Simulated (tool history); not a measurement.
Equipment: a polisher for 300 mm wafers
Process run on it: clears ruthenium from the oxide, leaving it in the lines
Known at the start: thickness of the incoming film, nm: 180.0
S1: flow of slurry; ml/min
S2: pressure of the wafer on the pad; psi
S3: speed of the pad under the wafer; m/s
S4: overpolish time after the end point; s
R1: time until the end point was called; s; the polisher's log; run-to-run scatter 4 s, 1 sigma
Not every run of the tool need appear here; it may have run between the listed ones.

run,hour,S1,S2,S3,S4,R1
1,0,265,2.6,0.9,20,169.92
2,5.6,265,2.6,0.9,20,172.47
3,6.2,265,2.3,0.9,20,195.83
4,7,265,2.3,0.9,20,191.99
5,15.6,265,2.6,0.9,20,170.2
6,22.9,265,2.3,0.9,20,193.89

Estimate the outcome of run 7 from the log above:
7,26.1,265,2.1,0.9,20,?

Run 7 measured R1 210.78 s.
